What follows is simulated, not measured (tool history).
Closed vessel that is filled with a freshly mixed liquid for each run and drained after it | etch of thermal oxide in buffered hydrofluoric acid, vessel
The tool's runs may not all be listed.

run	hour	temperature setpoint of the liquid (K)	parts of 40 % ammonium fluoride to one part of 49 % hydrofluoric acid (parts by volume)	time in the liquid (s)	thickness taken off the thermal oxide on a monitor wafer (angstrom)
1	0	297.15	12.5	95	889.23
2	2.8	299.15	12	95	1019.5
3	4.8	300.65	11.5	95	1167.6
4	11.9	301.65	11	95	1271.6
5	18.1	301.65	12.5	95	1129.9
6	20.7	301.65	12.5	95	1127.7

Forecast run 7:
7	29.6	302.65	12	95	?

Run 7 gave thickness taken off the thermal oxide on a monitor wafer (angstrom) 1221.3.
